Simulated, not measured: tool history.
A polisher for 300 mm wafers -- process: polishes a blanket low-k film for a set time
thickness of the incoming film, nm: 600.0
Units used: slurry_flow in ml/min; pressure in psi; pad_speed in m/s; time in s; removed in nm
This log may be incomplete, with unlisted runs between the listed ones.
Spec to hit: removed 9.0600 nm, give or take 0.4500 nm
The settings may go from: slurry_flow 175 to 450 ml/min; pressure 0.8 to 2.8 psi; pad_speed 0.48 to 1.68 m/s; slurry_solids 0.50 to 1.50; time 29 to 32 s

run,day,slurry_flow,pressure,pad_speed,slurry_solids,time,removed
1,0.000,290,1.8,1.08,1.00,32,11.1630
2,0.067,290,1.7,1.08,1.00,32,10.6340
3,0.417,290,1.9,1.08,1.00,32,11.8530
4,0.471,325,1.9,1.08,1.00,32,11.7720
5,0.804,325,1.8,1.06,1.00,32,11.2430
6,0.938,325,2.0,1.06,1.00,32,12.5470
7,1.221,325,1.8,1.04,1.00,32,10.6440
8,1.525,325,1.7,1.04,1.00,32,10.4530
9,1.875,325,1.6,1.04,1.00,32,9.7469

Of the 5 settings listed for the next run, only one would bring every result within its allowed miss of target. Which one?
A,2.225,205,1.7,0.94,0.95,29,?
B,2.225,445,1.3,1.34,0.80,29,?
C,2.225,325,1.6,0.96,1.00,31,?
D,2.225,320,2.2,0.66,0.85,29,?
E,2.225,250,1.6,0.86,0.90,32,?

move,removed
A,8.1598
B,7.8057
C,8.8527
D,7.8818
E,7.8377
A: pushes the last run's worst result past its target
B: pushes the last run's worst result past its target
C: each result inside its tolerance
D: pushes the last run's worst result past its target
E: pushes the last run's worst result past its target
So the answer is move C, the one that meets all the targets.

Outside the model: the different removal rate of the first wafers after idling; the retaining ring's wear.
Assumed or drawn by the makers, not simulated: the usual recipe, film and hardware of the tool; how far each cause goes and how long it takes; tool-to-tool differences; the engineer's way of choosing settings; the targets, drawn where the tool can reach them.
